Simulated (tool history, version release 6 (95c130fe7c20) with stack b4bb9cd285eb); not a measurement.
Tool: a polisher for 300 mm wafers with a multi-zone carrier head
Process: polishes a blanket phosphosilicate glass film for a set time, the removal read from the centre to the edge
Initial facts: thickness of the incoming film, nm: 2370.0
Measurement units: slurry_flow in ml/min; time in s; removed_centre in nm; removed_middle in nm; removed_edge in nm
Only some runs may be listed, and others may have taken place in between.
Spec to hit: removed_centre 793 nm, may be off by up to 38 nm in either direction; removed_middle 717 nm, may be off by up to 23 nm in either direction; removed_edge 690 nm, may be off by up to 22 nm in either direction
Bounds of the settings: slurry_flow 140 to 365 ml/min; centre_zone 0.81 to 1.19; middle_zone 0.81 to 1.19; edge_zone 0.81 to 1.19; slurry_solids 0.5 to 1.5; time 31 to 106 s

{"run": 1, "hour": 0.0, "slurry_flow": 235, "centre_zone": 1, "middle_zone": 1, "edge_zone": 1, "slurry_solids": 1, "time": 68, "removed_centre": 577.57, "removed_middle": 560.61, "removed_edge": 585.62}
{"run": 2, "hour": 7.6, "slurry_flow": 235, "centre_zone": 1, "middle_zone": 1, "edge_zone": 1, "slurry_solids": 0.9, "time": 68, "removed_centre": 517.49, "removed_middle": 524.85, "removed_edge": 537.5}
{"run": 3, "hour": 10.6, "slurry_flow": 235, "centre_zone": 1, "middle_zone": 1, "edge_zone": 0.95, "slurry_solids": 0.9, "time": 68, "removed_centre": 542.21, "removed_middle": 528.06, "removed_edge": 534.12}
{"run": 4, "hour": 13.9, "slurry_flow": 235, "centre_zone": 1, "middle_zone": 1, "edge_zone": 0.95, "slurry_solids": 0.9, "time": 53, "removed_centre": 418.83, "removed_middle": 416.7, "removed_edge": 412.7}
{"run": 5, "hour": 18.6, "slurry_flow": 235, "centre_zone": 1, "middle_zone": 1.06, "edge_zone": 0.95, "slurry_solids": 0.9, "time": 53, "removed_centre": 409.18, "removed_middle": 428.36, "removed_edge": 407.53}
{"run": 6, "hour": 24.7, "slurry_flow": 245, "centre_zone": 1.03, "middle_zone": 1.08, "edge_zone": 0.96, "slurry_solids": 1.05, "time": 55, "removed_centre": 496.76, "removed_middle": 499.88, "removed_edge": 482.64}
{"run": 7, "hour": 29.7, "slurry_flow": 260, "centre_zone": 1.06, "middle_zone": 1.1, "edge_zone": 0.97, "slurry_solids": 1.15, "time": 55, "removed_centre": 538.58, "removed_middle": 550.05, "removed_edge": 510.27}
{"run": 8, "hour": 30.9, "slurry_flow": 265, "centre_zone": 1.09, "middle_zone": 1.09, "edge_zone": 0.99, "slurry_solids": 1.25, "time": 56, "removed_centre": 587.1, "removed_middle": 587.47, "removed_edge": 554.86}
{"run": 9, "hour": 34.2, "slurry_flow": 270, "centre_zone": 1.11, "middle_zone": 1.08, "edge_zone": 0.99, "slurry_solids": 1.3, "time": 57, "removed_centre": 620.5, "removed_middle": 590.15, "removed_edge": 567.09}
{"run": 10, "hour": 39.6, "slurry_flow": 275, "centre_zone": 1.13, "middle_zone": 1.09, "edge_zone": 1, "slurry_solids": 1.35, "time": 58, "removed_centre": 644.11, "removed_middle": 622.3, "removed_edge": 584.78}
{"run": 11, "hour": 44.6, "slurry_flow": 295, "centre_zone": 1.19, "middle_zone": 1.04, "edge_zone": 1.02, "slurry_solids": 1.5, "time": 66, "removed_centre": 826.8, "removed_middle": 723.29, "removed_edge": 714.97}

Of the 5 settings listed for the next run, only one would bring every result within its allowed miss of target. Which one?
{"run": "A", "hour": 49.6, "slurry_flow": 265, "centre_zone": 1.19, "middle_zone": 1.02, "edge_zone": 0.9, "slurry_solids": 1.5, "time": 69, "removed_centre": "?", "removed_middle": "?", "removed_edge": "?"}
{"run": "B", "hour": 49.6, "slurry_flow": 290, "centre_zone": 1.17, "middle_zone": 0.99, "edge_zone": 1.02, "slurry_solids": 1.5, "time": 64, "removed_centre": "?", "removed_middle": "?", "removed_edge": "?"}
{"run": "C", "hour": 49.6, "slurry_flow": 320, "centre_zone": 1.15, "middle_zone": 0.95, "edge_zone": 0.98, "slurry_solids": 1.5, "time": 64, "removed_centre": "?", "removed_middle": "?", "removed_edge": "?"}
{"run": "D", "hour": 49.6, "slurry_flow": 345, "centre_zone": 1.15, "middle_zone": 1.06, "edge_zone": 0.98, "slurry_solids": 1.45, "time": 65, "removed_centre": "?", "removed_middle": "?", "removed_edge": "?"}
{"run": "E", "hour": 49.6, "slurry_flow": 265, "centre_zone": 1.19, "middle_zone": 1.11, "edge_zone": 0.92, "slurry_solids": 1.45, "time": 65, "removed_centre": "?", "removed_middle": "?", "removed_edge": "?"}

move=A removed_centre=879.6 removed_middle=738.15 removed_edge=704.61
move=B removed_centre=810.94 removed_middle=674.34 removed_edge=699.03
move=C removed_centre=805.55 removed_middle=657.97 removed_edge=691.25
move=D removed_centre=813.66 removed_middle=727.94 removed_edge=695.04
move=E removed_centre=817.73 removed_middle=737.02 removed_edge=660.49
A: corrects the largest miss of the last run, while another result sits out of spec
B: corrects the largest miss of the last run, while another result sits out of spec
C: corrects the largest miss of the last run, while another result sits out of spec
D: all results land within tolerance of their targets
E: the result that was furthest off in the last run now lies on the other side of its target
So the answer is move D, the one that meets all the targets.
